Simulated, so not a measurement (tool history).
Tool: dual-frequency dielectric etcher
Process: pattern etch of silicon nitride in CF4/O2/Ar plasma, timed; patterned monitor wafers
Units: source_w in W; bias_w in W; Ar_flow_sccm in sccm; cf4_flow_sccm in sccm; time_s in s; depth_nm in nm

run 1 hour=0.0 | source_w=730 bias_w=56 Ar_flow_sccm=89 cf4_flow_sccm=101 time_s=313.0 | depth_nm=830.05
run 2 hour=6.8 | source_w=760 bias_w=56 Ar_flow_sccm=89 cf4_flow_sccm=101 time_s=313.0 | depth_nm=857.15
run 3 hour=13.0 | source_w=760 bias_w=56 Ar_flow_sccm=89 cf4_flow_sccm=101 time_s=290.0 | depth_nm=796.03
run 4 hour=17.8 | source_w=800 bias_w=57 Ar_flow_sccm=89 cf4_flow_sccm=101 time_s=290.0 | depth_nm=831.72
run 5 hour=21.0 | source_w=800 bias_w=57 Ar_flow_sccm=89 cf4_flow_sccm=101 time_s=290.0 | depth_nm=832.79
run 6 hour=30.1 | source_w=830 bias_w=59 Ar_flow_sccm=88 cf4_flow_sccm=102 time_s=290.0 | depth_nm=865.79
run 7 hour=37.8 | source_w=860 bias_w=61 Ar_flow_sccm=87 cf4_flow_sccm=103 time_s=290.5 | depth_nm=904.46

Forecast run 8:
run 8 hour=45.6 | source_w=880 bias_w=62 Ar_flow_sccm=86 cf4_flow_sccm=104 time_s=290.5 | depth_nm=?

{"run 8": {"depth_nm": 930.19}}

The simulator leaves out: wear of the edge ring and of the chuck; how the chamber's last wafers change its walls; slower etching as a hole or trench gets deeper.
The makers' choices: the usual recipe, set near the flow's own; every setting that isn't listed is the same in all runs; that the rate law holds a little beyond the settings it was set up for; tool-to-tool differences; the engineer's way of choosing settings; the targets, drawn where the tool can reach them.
